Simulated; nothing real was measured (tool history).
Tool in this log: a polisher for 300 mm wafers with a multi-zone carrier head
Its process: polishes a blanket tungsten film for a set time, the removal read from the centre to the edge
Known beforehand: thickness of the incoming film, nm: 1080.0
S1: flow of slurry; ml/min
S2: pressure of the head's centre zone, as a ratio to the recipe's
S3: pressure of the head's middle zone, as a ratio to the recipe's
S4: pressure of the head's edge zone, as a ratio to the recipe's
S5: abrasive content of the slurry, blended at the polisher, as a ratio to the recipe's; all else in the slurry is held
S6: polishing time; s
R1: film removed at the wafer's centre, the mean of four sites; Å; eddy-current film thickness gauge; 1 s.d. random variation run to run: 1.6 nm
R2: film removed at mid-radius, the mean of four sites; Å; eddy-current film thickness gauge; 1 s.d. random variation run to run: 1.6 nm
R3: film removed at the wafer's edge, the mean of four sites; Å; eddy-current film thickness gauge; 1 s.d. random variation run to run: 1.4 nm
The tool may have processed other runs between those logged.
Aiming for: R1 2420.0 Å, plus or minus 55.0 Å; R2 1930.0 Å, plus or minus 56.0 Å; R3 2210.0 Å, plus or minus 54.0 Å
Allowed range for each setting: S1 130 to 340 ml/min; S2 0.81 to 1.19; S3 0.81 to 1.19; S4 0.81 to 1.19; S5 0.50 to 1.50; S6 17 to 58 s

run	hour	S1	S2	S3	S4	S5	S6	R1	R2	R3
1	0.0	220	1.00	1.00	1.00	1.00	37	3276.9	3138.1	3302.2
2	5.8	215	1.00	0.98	0.98	0.95	36	3109.1	2913.8	3152.4
3	12.1	170	1.00	0.98	0.98	0.95	36	2995.4	2855.2	3036.0
4	15.9	170	1.01	0.97	0.96	0.90	35	2862.8	2739.9	2843.7
5	16.5	130	1.01	0.97	0.96	0.90	35	2707.1	2546.9	2753.9
6	17.7	130	1.01	0.97	0.96	0.90	32	2471.6	2373.6	2529.1
7	25.9	130	1.02	0.95	0.95	0.85	32	2435.7	2217.7	2460.2
8	30.9	130	1.03	0.94	0.93	0.85	32	2453.5	2226.7	2442.3
9	33.6	130	1.04	0.93	0.92	0.85	32	2484.8	2191.4	2422.6
10	37.7	130	1.04	0.92	0.91	0.85	32	2495.6	2231.9	2408.1
11	40.8	135	1.10	0.82	0.91	0.60	31	2269.4	1689.5	2050.7
12	43.5	145	1.10	0.83	0.91	0.60	31	2289.9	1727.8	2054.7
13	50.9	155	1.10	0.84	0.92	0.60	31	2302.0	1777.3	2098.6
14	59.0	160	1.10	0.84	0.92	0.60	31	2311.7	1791.0	2095.2
15	67.1	165	1.10	0.84	0.92	0.60	31	2352.2	1801.2	2118.4
16	67.9	170	1.10	0.84	0.92	0.60	31	2363.2	1812.7	2123.4
17	74.6	175	1.10	0.84	0.92	0.60	31	2389.8	1777.1	2149.4
18	83.3	175	1.10	0.85	0.92	0.60	31	2404.6	1814.7	2118.7
19	92.1	210	1.07	0.89	0.98	0.65	31	2482.5	2021.7	2303.9
20	95.5	210	1.07	0.89	0.98	0.65	31	2480.6	2048.0	2343.9
21	97.0	205	1.07	0.89	0.97	0.65	31	2480.5	2032.1	2316.7
22	99.4	200	1.07	0.89	0.97	0.65	31	2460.1	2016.4	2283.6
23	103.6	195	1.07	0.89	0.97	0.65	31	2455.1	1996.5	2278.9
24	105.9	190	1.07	0.89	0.97	0.65	31	2462.2	2015.7	2275.0
25	108.3	185	1.07	0.89	0.97	0.65	31	2423.3	1984.2	2290.4

Which one of the following 5 next-run settings gets every result inside its allowed miss? There is exactly one.
A	110.7	215	1.13	0.84	1.05	0.75	27	?	?	?
B	110.7	210	1.04	0.87	1.02	0.60	32	?	?	?
C	110.7	205	1.08	0.90	1.01	0.70	30	?	?	?
D	110.7	160	1.11	0.81	1.07	0.60	32	?	?	?
E	110.7	175	1.08	0.87	0.94	0.70	30	?	?	?

move	R1	R2	R3
A	2414.3	1798.8	2216.0
B	2386.9	1991.4	2352.7
C	2475.0	2044.4	2340.0
D	2419.0	1792.4	2325.6
E	2403.8	1937.2	2226.4
A: the worst result of the last run now meets its target, but another is out of spec
B: lands further from the targets than the last run did
C: lands further from the targets than the last run did
D: lands further from the targets than the last run did
E: every result lands within tolerance
The right move is E.

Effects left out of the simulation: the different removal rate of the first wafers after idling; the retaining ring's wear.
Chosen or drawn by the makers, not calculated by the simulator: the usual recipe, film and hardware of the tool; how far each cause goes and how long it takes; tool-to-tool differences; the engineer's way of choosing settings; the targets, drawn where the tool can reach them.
